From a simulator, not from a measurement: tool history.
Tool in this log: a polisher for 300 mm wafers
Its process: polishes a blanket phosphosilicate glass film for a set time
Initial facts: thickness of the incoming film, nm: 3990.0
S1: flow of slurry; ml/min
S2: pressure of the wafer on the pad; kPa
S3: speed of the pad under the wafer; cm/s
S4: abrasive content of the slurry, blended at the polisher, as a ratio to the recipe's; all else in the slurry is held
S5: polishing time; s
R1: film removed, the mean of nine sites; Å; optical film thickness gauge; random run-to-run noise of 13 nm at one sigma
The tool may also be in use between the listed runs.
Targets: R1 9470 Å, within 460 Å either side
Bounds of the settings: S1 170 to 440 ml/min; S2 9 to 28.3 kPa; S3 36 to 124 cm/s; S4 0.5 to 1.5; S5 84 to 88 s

Run 1, hour 0: S1 280 ml/min, S2 18.6 kPa, S3 80 cm/s, S4 1, S5 84 s. Result: R1 5028.8 Å.
Run 2, hour 1.4: S1 280 ml/min, S2 20 kPa, S3 82 cm/s, S4 1, S5 84 s. Result: R1 5463.7 Å.
Run 3, hour 2.2: S1 280 ml/min, S2 20 kPa, S3 72 cm/s, S4 1, S5 84 s. Result: R1 4890.6 Å.
Run 4, hour 5: S1 280 ml/min, S2 21.4 kPa, S3 76 cm/s, S4 1, S5 84 s. Result: R1 5375.4 Å.
Run 5, hour 10: S1 280 ml/min, S2 22.8 kPa, S3 80 cm/s, S4 1, S5 84 s. Result: R1 6180.5 Å.
Run 6, hour 14: S1 280 ml/min, S2 22.8 kPa, S3 80 cm/s, S4 0.9, S5 84 s. Result: R1 5751.7 Å.
Run 7, hour 20.4: S1 280 ml/min, S2 23.4 kPa, S3 84 cm/s, S4 0.9, S5 84 s. Result: R1 6190.5 Å.
Run 8, hour 22: S1 280 ml/min, S2 24.1 kPa, S3 86 cm/s, S4 0.9, S5 84 s. Result: R1 6581 Å.
Run 9, hour 25.3: S1 280 ml/min, S2 28.3 kPa, S3 102 cm/s, S4 0.95, S5 84 s. Result: R1 8988.2 Å.

Consider the 5 candidate settings below. Which is the only one whose results all fall within their allowed miss of target?
Run A, hour 28.6: S1 360 ml/min, S2 28.3 kPa, S3 114 cm/s, S4 0.85, S5 84 s. Result: R1 ?.
Run B, hour 28.6: S1 230 ml/min, S2 27.6 kPa, S3 98 cm/s, S4 0.95, S5 84 s. Result: R1 ?.
Run C, hour 28.6: S1 310 ml/min, S2 23.4 kPa, S3 114 cm/s, S4 1.05, S5 84 s. Result: R1 ?.
Run D, hour 28.6: S1 330 ml/min, S2 28.3 kPa, S3 86 cm/s, S4 1.25, S5 84 s. Result: R1 ?.
Run E, hour 28.6: S1 170 ml/min, S2 26.2 kPa, S3 96 cm/s, S4 1.25, S5 84 s. Result: R1 ?.

move      R1
   A  9434.6
   B  8272.1
   C  8433.7
   D  8639.6
   E  8369.6
A: each result inside its tolerance
B: further off than the last run
C: further off than the last run
D: further off than the last run
E: further off than the last run
Correct choice: A, which meets every target
